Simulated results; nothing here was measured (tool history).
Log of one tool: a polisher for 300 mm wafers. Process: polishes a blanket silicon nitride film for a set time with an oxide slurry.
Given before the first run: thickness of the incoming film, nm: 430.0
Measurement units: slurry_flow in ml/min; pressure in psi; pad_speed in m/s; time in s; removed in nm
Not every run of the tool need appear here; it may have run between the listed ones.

Run 1, hour 0.0: slurry_flow 150 ml/min, pressure 3.1 psi, pad_speed 0.86 m/s, slurry_solids 1.0, time 32 s. Result: removed 17.438 nm.
Run 2, hour 1.0: slurry_flow 150 ml/min, pressure 3.1 psi, pad_speed 0.86 m/s, slurry_solids 1.0, time 32 s. Result: removed 17.784 nm.
Run 3, hour 9.2: slurry_flow 145 ml/min, pressure 2.7 psi, pad_speed 0.86 m/s, slurry_solids 1.0, time 32 s. Result: removed 16.228 nm.
Run 4, hour 15.2: slurry_flow 145 ml/min, pressure 2.4 psi, pad_speed 0.82 m/s, slurry_solids 1.0, time 32 s. Result: removed 14.330 nm.
Run 5, hour 17.9: slurry_flow 145 ml/min, pressure 2.1 psi, pad_speed 0.82 m/s, slurry_solids 1.0, time 32 s. Result: removed 13.315 nm.
Run 6, hour 24.2: slurry_flow 145 ml/min, pressure 1.9 psi, pad_speed 0.82 m/s, slurry_solids 1.0, time 32 s. Result: removed 12.358 nm.

Run 7, settings as shown, results not yet in. Your forecast:
Run 7, hour 33.1: slurry_flow 145 ml/min, pressure 1.8 psi, pad_speed 0.82 m/s, slurry_solids 1.0, time 32 s. Result: removed ?.

removed: 12.000 nm
